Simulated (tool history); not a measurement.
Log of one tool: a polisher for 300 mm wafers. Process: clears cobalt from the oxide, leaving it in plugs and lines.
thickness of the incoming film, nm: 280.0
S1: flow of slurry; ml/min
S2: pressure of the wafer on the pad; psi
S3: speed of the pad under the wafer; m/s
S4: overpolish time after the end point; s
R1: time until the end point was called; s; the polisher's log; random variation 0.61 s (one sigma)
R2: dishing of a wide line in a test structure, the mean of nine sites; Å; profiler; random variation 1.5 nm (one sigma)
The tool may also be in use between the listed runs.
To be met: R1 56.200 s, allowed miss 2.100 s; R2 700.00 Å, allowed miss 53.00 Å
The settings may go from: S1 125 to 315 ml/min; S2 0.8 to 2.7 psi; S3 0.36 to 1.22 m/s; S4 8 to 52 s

{"run": 1, "day": 0.0, "S1": 205, "S2": 1.7, "S3": 0.78, "S4": 26, "R1": 73.797, "R2": 599.35}
{"run": 2, "day": 0.321, "S1": 205, "S2": 1.7, "S3": 0.92, "S4": 26, "R1": 65.563, "R2": 619.53}
{"run": 3, "day": 0.612, "S1": 205, "S2": 1.4, "S3": 0.92, "S4": 26, "R1": 79.27, "R2": 556.13}
{"run": 4, "day": 0.921, "S1": 205, "S2": 1.4, "S3": 0.72, "S4": 26, "R1": 93.19, "R2": 531.78}
{"run": 5, "day": 1.108, "S1": 205, "S2": 1.6, "S3": 0.72, "S4": 26, "R1": 81.685, "R2": 552.04}
{"run": 6, "day": 1.308, "S1": 205, "S2": 1.2, "S3": 0.72, "S4": 26, "R1": 106.18, "R2": 479.13}
{"run": 7, "day": 1.554, "S1": 205, "S2": 1.2, "S3": 0.72, "S4": 26, "R1": 106.46, "R2": 478.21}
{"run": 8, "day": 1.575, "S1": 205, "S2": 1.5, "S3": 0.72, "S4": 26, "R1": 88.01, "R2": 538.55}
{"run": 9, "day": 1.862, "S1": 205, "S2": 1.7, "S3": 0.72, "S4": 26, "R1": 77.36, "R2": 551.13}
{"run": 10, "day": 2.204, "S1": 205, "S2": 1.8, "S3": 0.72, "S4": 27, "R1": 72.444, "R2": 617.8}
{"run": 11, "day": 2.279, "S1": 215, "S2": 2.3, "S3": 0.74, "S4": 23, "R1": 57.985, "R2": 630.79}

Which of these 4 next moves meets every target?
{"run": "A", "day": 2.354, "S1": 250, "S2": 2.5, "S3": 0.58, "S4": 21, "R1": "?", "R2": "?"}
{"run": "B", "day": 2.354, "S1": 230, "S2": 2.4, "S3": 0.66, "S4": 18, "R1": "?", "R2": "?"}
{"run": "C", "day": 2.354, "S1": 235, "S2": 2.5, "S3": 0.66, "S4": 28, "R1": "?", "R2": "?"}
{"run": "D", "day": 2.354, "S1": 180, "S2": 1.8, "S3": 1.04, "S4": 18, "R1": "?", "R2": "?"}

move=A R1=58.393 R2=604.22
move=B R1=57.138 R2=560.09
move=C R1=54.833 R2=714.90
move=D R1=58.574 R2=551.80
A: further off than the last run
B: further off than the last run
C: meets every target
D: further off than the last run
Answer: C
